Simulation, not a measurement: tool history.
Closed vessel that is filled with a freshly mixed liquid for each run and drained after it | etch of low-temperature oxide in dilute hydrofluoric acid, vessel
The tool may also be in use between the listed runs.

| run | hour | temperature setpoint of the liquid (C) | parts of water to one part of 49 % hydrofluoric acid (parts by volume) | time in the liquid (s) | thickness taken off the low-temperature oxide on a monitor wafer (Å) |
|---|---|---|---|---|---|
| 1 | 0 | 22 | 100 | 35 | 33.181 |
| 2 | 9.1 | 22 | 130 | 35 | 24.793 |
| 3 | 17.6 | 22 | 130 | 35 | 24.649 |
| 4 | 19.2 | 22 | 160 | 35 | 19.447 |
| 5 | 20.8 | 22 | 160 | 30 | 16.609 |
| 6 | 24.8 | 24 | 135 | 30 | 21.997 |
| 7 | 33.4 | 28 | 95 | 30 | 38.317 |

Forecast run 8:
| 8 | 35.7 | 28.5 | 80 | 30 | ? |

{"run 8": {"thickness taken off the low-temperature oxide on a monitor wafer (Å)": 47.056}}
